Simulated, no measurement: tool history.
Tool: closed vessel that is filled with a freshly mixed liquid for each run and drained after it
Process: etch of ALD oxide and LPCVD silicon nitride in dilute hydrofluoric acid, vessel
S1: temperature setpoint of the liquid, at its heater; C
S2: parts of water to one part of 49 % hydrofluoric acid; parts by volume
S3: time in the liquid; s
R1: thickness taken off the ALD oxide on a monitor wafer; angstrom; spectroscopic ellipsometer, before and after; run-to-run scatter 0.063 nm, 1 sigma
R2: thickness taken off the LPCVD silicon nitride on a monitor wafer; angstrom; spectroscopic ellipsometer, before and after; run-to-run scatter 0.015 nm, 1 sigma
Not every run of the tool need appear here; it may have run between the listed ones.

Run 1, hour 0: S1 22 C, S2 130 parts by volume, S3 60 s. Result: R1 126.23 angstrom, R2 2.2188 angstrom.
Run 2, hour 0.7: S1 21.5 C, S2 135 parts by volume, S3 60 s. Result: R1 118.42 angstrom, R2 1.7924 angstrom.
Run 3, hour 1.3: S1 21 C, S2 140 parts by volume, S3 60 s. Result: R1 111.61 angstrom, R2 1.6732 angstrom.
Run 4, hour 2.6: S1 18.5 C, S2 140 parts by volume, S3 60 s. Result: R1 100.39 angstrom, R2 1.6245 angstrom.
Run 5, hour 3.7: S1 18.5 C, S2 125 parts by volume, S3 60 s. Result: R1 114.26 angstrom, R2 1.8087 angstrom.
Run 6, hour 5: S1 18.5 C, S2 95 parts by volume, S3 60 s. Result: R1 152.7 angstrom, R2 1.7697 angstrom.
Run 7, hour 10.8: S1 18.5 C, S2 105 parts by volume, S3 60 s. Result: R1 138.4 angstrom, R2 1.7601 angstrom.

Forecast run 8:
Run 8, hour 19.2: S1 17 C, S2 155 parts by volume, S3 60 s. Result: R1 ?, R2 ?.

R1: 84.686 angstrom
R2: 1.2327 angstrom
